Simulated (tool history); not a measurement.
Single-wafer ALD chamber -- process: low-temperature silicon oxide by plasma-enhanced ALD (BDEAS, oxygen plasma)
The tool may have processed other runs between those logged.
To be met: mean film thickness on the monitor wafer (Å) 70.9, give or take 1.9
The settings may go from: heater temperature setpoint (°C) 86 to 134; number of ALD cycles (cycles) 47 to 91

run	hour	heater temperature setpoint (°C)	number of ALD cycles (cycles)	mean film thickness on the monitor wafer (Å)
1	0	110	69	97.608
2	6.6	111	63	89.142
3	11.3	111	72	102.46
4	19.4	112	65	91.726
5	24.1	119	65	90.336
6	27.3	125	65	89.029
7	35.7	125	65	89.224
8	39.5	127	54	74.171

Of the 4 settings listed for the next run, only one would bring every result within its allowed miss of target. Which one?
A	43.3	129	56	?
B	43.3	131	56	?
C	43.3	134	53	?
D	43.3	132	55	?

move	mean film thickness on the monitor wafer (Å)
A	76.063
B	75.735
C	71.211
D	74.221
A: the biggest miss grows against the last run
B: the biggest miss grows against the last run
C: all results in spec
D: as far off as the last run
So the answer is move C, the one that meets all the targets.
